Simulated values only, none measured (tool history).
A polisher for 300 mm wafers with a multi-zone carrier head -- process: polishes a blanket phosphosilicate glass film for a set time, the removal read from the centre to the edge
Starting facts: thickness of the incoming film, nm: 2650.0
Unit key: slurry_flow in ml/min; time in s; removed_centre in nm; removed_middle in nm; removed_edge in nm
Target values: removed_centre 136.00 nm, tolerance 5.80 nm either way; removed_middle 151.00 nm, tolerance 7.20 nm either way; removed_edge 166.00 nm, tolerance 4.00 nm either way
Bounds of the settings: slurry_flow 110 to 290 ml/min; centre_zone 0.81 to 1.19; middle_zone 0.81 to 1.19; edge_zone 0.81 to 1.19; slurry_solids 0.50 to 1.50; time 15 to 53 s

run    day  slurry_flow  centre_zone  middle_zone  edge_zone  slurry_solids  time  removed_centre  removed_middle  removed_edge
  1  0.000          185         1.00         1.00       1.00           1.00    34          240.30          247.07        243.27
  2  0.042          170         0.94         0.96       0.98           0.85    33          202.88          216.71        212.83
  3  0.121          170         0.94         0.96       0.98           0.85    37          221.16          238.71        239.09
  4  0.283          170         0.94         0.96       0.98           0.85    43          250.06          281.05        279.99
  5  0.488          135         0.94         0.96       0.98           0.85    43          251.04          263.87        270.72
  6  0.650          140         0.90         0.92       0.99           0.75    39          204.03          216.79        229.08
  7  0.979          115         0.81         0.84       0.97           0.50    32          101.44          113.88        129.38
  8  1.300          160         0.82         0.85       1.00           0.50    32          108.65          120.80        137.23
  9  1.525          175         0.84         0.88       1.05           0.50    32          113.12          126.42        143.02
 10  1.650          190         0.86         0.91       1.09           0.50    32          118.84          131.80        146.21
 11  1.850          195         0.87         0.92       1.11           0.55    32          130.66          146.40        160.25
 12  1.912          200         0.88         0.92       1.12           0.55    32          133.57          145.16        159.40

5 candidate next runs follow, results not yet known. Just one meets every target within its allowed miss. Identify it.
  A  1.975          190         0.84         0.88       1.15           0.65    30               ?               ?             ?
  B  1.975          190         0.91         0.89       1.19           0.55    32               ?               ?             ?
  C  1.975          165         0.87         0.92       1.08           0.50    37               ?               ?             ?
  D  1.975          200         0.89         1.04       1.08           0.55    31               ?               ?             ?
  E  1.975          140         0.99         1.01       1.07           0.55    31               ?               ?             ?

move  removed_centre  removed_middle  removed_edge
   A          132.90          151.04        178.76
   B          133.70          141.41        168.77
   C          132.30          150.88        167.56
   D          127.71          157.17        156.16
   E          134.45          145.84        149.97
A: pushes the last run's worst result past its target
B: the worst result of the last run now meets its target, but another is out of spec
C: hits every target within its allowed miss
D: moves away from the targets compared with the last run
E: moves away from the targets compared with the last run
C meets every target.

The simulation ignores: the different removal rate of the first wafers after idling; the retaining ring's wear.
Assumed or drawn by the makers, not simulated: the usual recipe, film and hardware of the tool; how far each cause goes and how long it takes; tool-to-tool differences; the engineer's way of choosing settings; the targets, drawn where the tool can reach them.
